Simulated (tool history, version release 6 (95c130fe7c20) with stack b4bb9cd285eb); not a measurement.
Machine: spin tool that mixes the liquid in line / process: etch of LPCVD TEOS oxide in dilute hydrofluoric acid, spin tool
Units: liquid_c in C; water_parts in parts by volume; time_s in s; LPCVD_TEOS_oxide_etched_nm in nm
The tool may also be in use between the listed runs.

run,hour,liquid_c,water_parts,time_s,LPCVD_TEOS_oxide_etched_nm
1,0,25,60,195,91.59
2,6.8,24.5,60,195,89.667
3,15.3,24.5,60,195,90.142
4,22.7,24.5,40,195,139.84
5,23.7,24.5,60,195,89.277
6,27.3,24.5,60,195,89.94
7,32.1,24,60,195,88.308

Run 8, settings as shown, results not yet in. Your forecast:
8,38.9,23.5,60,195,?

{"run 8": {"LPCVD_TEOS_oxide_etched_nm": 85.682}}
